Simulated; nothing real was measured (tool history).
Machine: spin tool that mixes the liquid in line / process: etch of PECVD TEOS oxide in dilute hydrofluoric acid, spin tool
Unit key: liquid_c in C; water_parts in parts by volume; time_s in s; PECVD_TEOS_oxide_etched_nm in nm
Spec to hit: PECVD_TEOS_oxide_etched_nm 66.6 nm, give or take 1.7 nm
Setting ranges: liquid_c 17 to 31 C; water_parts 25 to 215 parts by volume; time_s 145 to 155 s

run,day,liquid_c,water_parts,time_s,PECVD_TEOS_oxide_etched_nm
1,0,23,120,145,22.725
2,0.112,23,120,145,22.722
3,0.308,25.5,95,145,32.777
4,0.521,25.5,95,145,32.547
5,0.842,27,80,145,41.791
6,1.192,27,80,155,45.442
7,1.242,28,75,155,50.401
# day 1.55: thermometer replaced
8,1.55,29,70,155,60.783

Below are 5 possible settings for the next run. Only one of them brings all results inside the allowed miss of their targets. Which is it?
A,1.858,29,70,145,?
B,1.858,26,60,150,?
C,1.858,27,65,155,?
D,1.858,29,65,155,?
E,1.858,27.5,70,145,?

move,PECVD_TEOS_oxide_etched_nm
A,56.948
B,61.917
C,61.041
D,66.038
E,53.705
A: the biggest miss grows against the last run
B: nearer than the last run, and not there yet
C: neither nearer nor further off than the last run
D: every result within its allowed miss
E: the biggest miss grows against the last run
Answer: D

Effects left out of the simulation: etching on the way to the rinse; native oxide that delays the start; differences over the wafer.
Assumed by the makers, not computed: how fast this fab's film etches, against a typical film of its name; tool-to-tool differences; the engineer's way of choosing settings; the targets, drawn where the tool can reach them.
